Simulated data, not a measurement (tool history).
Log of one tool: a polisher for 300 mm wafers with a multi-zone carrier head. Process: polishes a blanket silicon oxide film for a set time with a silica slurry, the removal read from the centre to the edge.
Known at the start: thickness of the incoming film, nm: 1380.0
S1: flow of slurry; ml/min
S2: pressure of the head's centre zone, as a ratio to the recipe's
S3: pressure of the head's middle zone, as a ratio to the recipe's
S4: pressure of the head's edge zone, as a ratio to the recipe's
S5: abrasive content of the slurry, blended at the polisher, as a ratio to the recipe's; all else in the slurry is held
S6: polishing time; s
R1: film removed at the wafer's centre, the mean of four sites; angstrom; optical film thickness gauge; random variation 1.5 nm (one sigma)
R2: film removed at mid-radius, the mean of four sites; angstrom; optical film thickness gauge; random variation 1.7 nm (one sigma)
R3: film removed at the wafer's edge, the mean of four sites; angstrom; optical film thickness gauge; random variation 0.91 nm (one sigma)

run  hour   S1    S2    S3    S4  S5  S6      R1      R2      R3
  1     0  260     1     1     1   1  77  1499.7  1554.2  1512.5
  2   4.3  260  1.04     1     1   1  77  1567.4  1489.7  1526.6
  3  12.3  260  0.96     1     1   1  77    1462  1506.4    1514
  4  13.8  200  0.96     1     1   1  77  1409.1  1435.8  1493.7
  5  15.8  245  0.96     1     1   1  77  1466.3  1529.9  1488.4
  6  21.4  245  0.96     1     1   1  63  1210.6  1206.3  1244.6
  7  26.8  245  0.99  0.98  1.01   1  63  1234.7  1211.8  1244.5

Forecast run 8:
  8  32.5  235  1.02  0.96  1.03   1  63   ?   ?   ?

Run 8 gave R1 1246.7 angstrom, R2 1176.7 angstrom, R3 1245.1 angstrom.
